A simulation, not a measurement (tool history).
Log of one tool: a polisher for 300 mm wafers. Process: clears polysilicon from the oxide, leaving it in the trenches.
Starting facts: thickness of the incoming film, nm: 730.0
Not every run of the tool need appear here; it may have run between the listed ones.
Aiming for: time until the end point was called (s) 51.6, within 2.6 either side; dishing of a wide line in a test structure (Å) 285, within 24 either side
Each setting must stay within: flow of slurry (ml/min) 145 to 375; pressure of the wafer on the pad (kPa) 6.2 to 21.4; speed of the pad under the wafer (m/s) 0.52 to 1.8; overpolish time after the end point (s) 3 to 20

| run | day | flow of slurry (ml/min) | pressure of the wafer on the pad (kPa) | speed of the pad under the wafer (m/s) | overpolish time after the end point (s) | time until the end point was called (s) | dishing of a wide line in a test structure (Å) |
|---|---|---|---|---|---|---|---|
| 1 | 0 | 240 | 13.8 | 1.16 | 10 | 54.323 | 496.68 |
| 2 | 0.267 | 240 | 13.8 | 0.9 | 10 | 69.449 | 466.23 |
| 3 | 0.496 | 240 | 15.9 | 0.9 | 10 | 59.043 | 475.67 |
| 4 | 0.562 | 245 | 16.5 | 0.84 | 9 | 59.893 | 471.75 |
| 5 | 0.871 | 285 | 16.5 | 0.84 | 9 | 61.13 | 447.54 |
| 6 | 0.896 | 285 | 16.5 | 0.84 | 13 | 61.312 | 518.12 |
| 7 | 1.221 | 300 | 17.2 | 0.82 | 11 | 59.751 | 507.09 |
| 8 | 1.371 | 270 | 17.2 | 0.84 | 10 | 56.966 | 494.23 |
| 9 | 1.533 | 290 | 16.5 | 0.92 | 9 | 57.573 | 482.47 |

Below are 4 possible settings for the next run. Only one of them brings all results inside the allowed miss of their targets. Which is it?
| A | 1.696 | 230 | 19.3 | 0.86 | 3 | ? | ? |
| B | 1.696 | 320 | 14.5 | 1.06 | 13 | ? | ? |
| C | 1.696 | 300 | 16.5 | 0.84 | 17 | ? | ? |
| D | 1.696 | 290 | 15.2 | 0.86 | 10 | ? | ? |

| move | time until the end point was called (s) | dishing of a wide line in a test structure (Å) |
|---|---|---|
| A | 52.844 | 286.64 |
| B | 55.266 | 527.8 |
| C | 61.197 | 539.3 |
| D | 65.191 | 477.17 |
A: all results in spec
B: moves away from the targets compared with the last run
C: moves away from the targets compared with the last run
D: about the same distance from the targets as the last run
The move that meets every target is A.
